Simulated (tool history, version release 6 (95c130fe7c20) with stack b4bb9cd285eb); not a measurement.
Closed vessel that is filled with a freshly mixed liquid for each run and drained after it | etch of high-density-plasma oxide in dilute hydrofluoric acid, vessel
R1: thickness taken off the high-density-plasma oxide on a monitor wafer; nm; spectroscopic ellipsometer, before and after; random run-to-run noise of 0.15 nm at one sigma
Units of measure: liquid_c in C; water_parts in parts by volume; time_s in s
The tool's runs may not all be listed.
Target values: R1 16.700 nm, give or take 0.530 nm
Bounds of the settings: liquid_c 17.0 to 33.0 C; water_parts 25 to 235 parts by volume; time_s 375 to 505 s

Run 1, hour 0.0: liquid_c 25.0 C, water_parts 130 parts by volume, time_s 505 s. Result: R1 21.316 nm.
Run 2, hour 1.1: liquid_c 25.0 C, water_parts 170 parts by volume, time_s 505 s. Result: R1 15.374 nm.
Run 3, hour 7.0: liquid_c 25.0 C, water_parts 190 parts by volume, time_s 505 s. Result: R1 13.535 nm.
Run 4, hour 15.4: liquid_c 25.0 C, water_parts 190 parts by volume, time_s 505 s. Result: R1 13.587 nm.
Run 5, hour 16.1: liquid_c 27.0 C, water_parts 190 parts by volume, time_s 505 s. Result: R1 14.486 nm.
Run 6, hour 17.3: liquid_c 28.0 C, water_parts 190 parts by volume, time_s 505 s. Result: R1 15.070 nm.
Run 7, hour 19.6: liquid_c 28.5 C, water_parts 190 parts by volume, time_s 505 s. Result: R1 15.576 nm.
Run 8, hour 23.1: liquid_c 29.0 C, water_parts 190 parts by volume, time_s 505 s. Result: R1 15.677 nm.
Run 9, hour 25.4: liquid_c 29.0 C, water_parts 190 parts by volume, time_s 505 s. Result: R1 15.739 nm.
Run 10, hour 28.1: liquid_c 29.5 C, water_parts 190 parts by volume, time_s 505 s. Result: R1 15.899 nm.

Exercise: of the 4 proposed moves below, exactly one satisfies all targets within the stated allowed misses. Which move is it?
Run A, hour 30.8: liquid_c 30.5 C, water_parts 190 parts by volume, time_s 465 s. Result: R1 ?.
Run B, hour 30.8: liquid_c 30.0 C, water_parts 185 parts by volume, time_s 465 s. Result: R1 ?.
Run C, hour 30.8: liquid_c 27.5 C, water_parts 165 parts by volume, time_s 475 s. Result: R1 ?.
Run D, hour 30.8: liquid_c 31.5 C, water_parts 205 parts by volume, time_s 475 s. Result: R1 ?.

move      R1
   A  15.411
   B  15.653
   C  16.805
   D  14.817
A: lands further from the targets than the last run did
B: lands further from the targets than the last run did
C: all results in spec
D: lands further from the targets than the last run did
C is the move that brings every result within its allowed miss.

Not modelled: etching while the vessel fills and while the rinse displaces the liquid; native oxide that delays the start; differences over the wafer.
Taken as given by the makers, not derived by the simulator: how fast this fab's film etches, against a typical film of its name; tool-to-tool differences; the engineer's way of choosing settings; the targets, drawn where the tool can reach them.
